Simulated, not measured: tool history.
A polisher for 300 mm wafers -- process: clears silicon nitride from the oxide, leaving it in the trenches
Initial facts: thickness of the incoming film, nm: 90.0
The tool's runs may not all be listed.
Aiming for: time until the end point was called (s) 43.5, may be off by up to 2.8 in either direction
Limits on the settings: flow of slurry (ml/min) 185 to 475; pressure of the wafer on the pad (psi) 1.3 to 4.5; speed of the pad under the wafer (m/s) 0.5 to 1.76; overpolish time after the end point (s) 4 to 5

run,hour,flow of slurry (ml/min),pressure of the wafer on the pad (psi),speed of the pad under the wafer (m/s),overpolish time after the end point (s),time until the end point was called (s)
1,0,305,2.9,1.12,5,77.729
2,4.9,305,2.9,1.12,5,80.485
3,5.5,330,2.9,1.12,5,80.456
4,8.4,330,2.9,1.02,5,87.329
5,12.6,330,3.3,1.08,5,74.925
6,15.8,330,3.6,1.16,5,63.281
7,20,335,4.4,1.3,5,48.241
8,22.7,335,4.4,1.32,5,48.273
# hour 29.9: worn pad replaced by a new one
9,29.9,335,4.4,1.36,5,40.423

Exactly one of the 5 candidate moves below puts every result within its allowed miss. Which one?
A,37.1,255,3.7,1.76,5,?
B,37.1,345,4.2,1.58,5,?
C,37.1,235,3.9,1.28,4,?
D,37.1,310,4.3,1.48,4,?
E,37.1,380,4.3,1.24,4,?

move,time until the end point was called (s)
A,37.878
B,36.409
C,48.845
D,38.15
E,44.263
A: the biggest miss grows against the last run
B: the biggest miss grows against the last run
C: carries the result that was furthest off beyond its target, to the other side
D: the biggest miss grows against the last run
E: all results in spec
The right move is E.
